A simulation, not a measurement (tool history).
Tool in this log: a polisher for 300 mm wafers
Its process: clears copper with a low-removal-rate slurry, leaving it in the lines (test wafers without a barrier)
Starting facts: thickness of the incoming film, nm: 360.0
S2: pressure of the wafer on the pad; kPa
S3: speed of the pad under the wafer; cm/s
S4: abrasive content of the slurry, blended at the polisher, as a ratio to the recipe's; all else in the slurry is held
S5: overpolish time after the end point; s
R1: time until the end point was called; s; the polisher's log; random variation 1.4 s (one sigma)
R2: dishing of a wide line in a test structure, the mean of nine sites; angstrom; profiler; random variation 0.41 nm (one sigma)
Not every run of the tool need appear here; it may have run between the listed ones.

Run 1, hour 0.0: flow of slurry (ml/min) 300, S2 14.5 kPa, S3 112 cm/s, S4 1.0, S5 19 s. Result: R1 156.90 s, R2 288.08 angstrom.
Run 2, hour 2.1: flow of slurry (ml/min) 300, S2 17.2 kPa, S3 112 cm/s, S4 1.0, S5 19 s. Result: R1 134.15 s, R2 311.58 angstrom.
Run 3, hour 9.4: flow of slurry (ml/min) 255, S2 17.2 kPa, S3 112 cm/s, S4 1.0, S5 19 s. Result: R1 139.44 s, R2 305.15 angstrom.
Run 4, hour 12.3: flow of slurry (ml/min) 255, S2 14.5 kPa, S3 112 cm/s, S4 1.0, S5 19 s. Result: R1 155.33 s, R2 280.70 angstrom.
At hour 14.2: head pressure recalibrated.
Run 5, hour 14.2: flow of slurry (ml/min) 250, S2 15.2 kPa, S3 112 cm/s, S4 1.0, S5 17 s. Result: R1 163.64 s, R2 250.82 angstrom.
Run 6, hour 19.3: flow of slurry (ml/min) 255, S2 15.9 kPa, S3 112 cm/s, S4 1.0, S5 16 s. Result: R1 157.88 s, R2 238.23 angstrom.
Run 7, hour 22.6: flow of slurry (ml/min) 260, S2 20.0 kPa, S3 112 cm/s, S4 1.0, S5 7 s. Result: R1 126.96 s, R2 138.09 angstrom.
Run 8, hour 24.0: flow of slurry (ml/min) 260, S2 19.3 kPa, S3 118 cm/s, S4 1.0, S5 12 s. Result: R1 129.45 s, R2 231.26 angstrom.

Forecast run 9:
Run 9, hour 27.2: flow of slurry (ml/min) 270, S2 19.3 kPa, S3 118 cm/s, S4 1.0, S5 12 s. Result: R1 ?, R2 ?.

For run 9 the tool returned R1 127.29 s, R2 230.03 angstrom.
